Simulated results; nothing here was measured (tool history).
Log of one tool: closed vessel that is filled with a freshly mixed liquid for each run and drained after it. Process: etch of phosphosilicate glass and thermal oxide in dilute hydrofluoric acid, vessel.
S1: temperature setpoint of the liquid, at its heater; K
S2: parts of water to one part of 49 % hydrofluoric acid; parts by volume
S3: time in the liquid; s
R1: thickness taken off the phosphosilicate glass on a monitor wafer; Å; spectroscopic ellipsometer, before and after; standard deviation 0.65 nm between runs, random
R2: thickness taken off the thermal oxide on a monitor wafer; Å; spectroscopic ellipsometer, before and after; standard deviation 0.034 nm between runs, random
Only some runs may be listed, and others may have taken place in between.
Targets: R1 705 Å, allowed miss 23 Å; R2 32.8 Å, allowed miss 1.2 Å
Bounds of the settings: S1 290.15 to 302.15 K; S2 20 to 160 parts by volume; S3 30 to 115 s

| run | day | S1 | S2 | S3 | R1 | R2 |
|---|---|---|---|---|---|---|
| 1 | 0 | 294.15 | 90 | 60 | 620.57 | 28.874 |
| 2 | 0.025 | 294.65 | 90 | 60 | 636.74 | 29.616 |
| 3 | 0.25 | 294.65 | 90 | 75 | 781.68 | 36.107 |
| 4 | 0.583 | 294.15 | 90 | 75 | 777.35 | 35.463 |
| 5 | 0.867 | 294.15 | 115 | 75 | 589.62 | 27.235 |
| 6 | 0.988 | 291.65 | 115 | 75 | 526.25 | 24.107 |
| 7 | 1.275 | 292.65 | 115 | 75 | 547.41 | 25.944 |
| 8 | 1.396 | 293.65 | 115 | 75 | 578.39 | 27.104 |
| 9 | 1.554 | 294.15 | 115 | 75 | 589.75 | 27.492 |

Below are 4 possible settings for the next run. Only one of them brings all results inside the allowed miss of their targets. Which is it?
| A | 1.712 | 296.65 | 100 | 70 | ? | ? |
| B | 1.712 | 290.15 | 100 | 60 | ? | ? |
| C | 1.712 | 291.65 | 120 | 70 | ? | ? |
| D | 1.712 | 302.15 | 160 | 70 | ? | ? |

| move | R1 | R2 |
|---|---|---|
| A | 708.57 | 32.859 |
| B | 466.99 | 21.656 |
| C | 472.55 | 21.914 |
| D | 503.63 | 23.355 |
A: each result inside its tolerance
B: further off than the last run
C: further off than the last run
D: further off than the last run
So the answer is move A, the one that meets all the targets.
